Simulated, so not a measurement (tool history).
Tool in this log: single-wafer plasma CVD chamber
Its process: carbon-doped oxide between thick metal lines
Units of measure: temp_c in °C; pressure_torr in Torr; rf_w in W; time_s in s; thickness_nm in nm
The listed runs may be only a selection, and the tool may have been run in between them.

run  hour  temp_c  pressure_torr  rf_w  time_s  thickness_nm
  1   0.0     350           6.98   610      93        554.27
  2   6.3     350           6.98   610      88        524.75
  3   9.0     340           6.98   610      88        538.31
  4  17.2     340           6.98   610      93        568.94
  5  22.3     335           6.98   610      93        575.66
  6  30.4     335           6.98   530      93        520.73
  7  39.2     336           6.89   510      93        506.30
  8  41.2     337           6.78   495      93        488.81
  9  49.3     339           6.51   490      93        478.53
 10  55.0     341           6.27   485      93        471.24
 11  61.2     341           6.27   485      93        473.41
 12  65.1     342           6.07   480      93        464.89
 13  73.8     343           5.90   475      93        454.39

Forecast run 14:
 14  75.5     344           5.79   475      93             ?

thickness_nm: 451.50 nm
